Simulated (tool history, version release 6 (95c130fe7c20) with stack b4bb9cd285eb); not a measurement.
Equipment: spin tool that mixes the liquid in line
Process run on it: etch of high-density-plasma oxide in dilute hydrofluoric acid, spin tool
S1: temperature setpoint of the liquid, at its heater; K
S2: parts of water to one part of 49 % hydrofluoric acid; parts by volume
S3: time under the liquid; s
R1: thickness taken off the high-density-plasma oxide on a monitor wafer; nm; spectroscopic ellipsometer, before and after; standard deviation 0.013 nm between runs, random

| run | hour | S1 | S2 | S3 | R1 |
|---|---|---|---|---|---|
| 1 | 0 | 293.15 | 150 | 95 | 2.5003 |
| 2 | 3.6 | 292.65 | 165 | 95 | 2.2108 |
| 3 | 10 | 292.15 | 175 | 95 | 1.9995 |
| 4 | 14 | 291.65 | 185 | 95 | 1.8763 |
| 5 | 16 | 291.65 | 135 | 95 | 2.6888 |
| 6 | 22.4 | 291.65 | 150 | 95 | 2.3844 |
| 7 | 25.3 | 291.65 | 165 | 95 | 2.0889 |
| 8 | 31.9 | 291.15 | 175 | 95 | 1.9502 |
| 9 | 38.5 | 291.15 | 185 | 95 | 1.8237 |
| 10 | 45.3 | 291.15 | 195 | 95 | 1.6987 |
| 11 | 51.5 | 291.15 | 200 | 95 | 1.6659 |

The next listed run, before its measurement:
| 12 | 56.8 | 291.15 | 205 | 95 | ? |

R1: 1.6101 nm
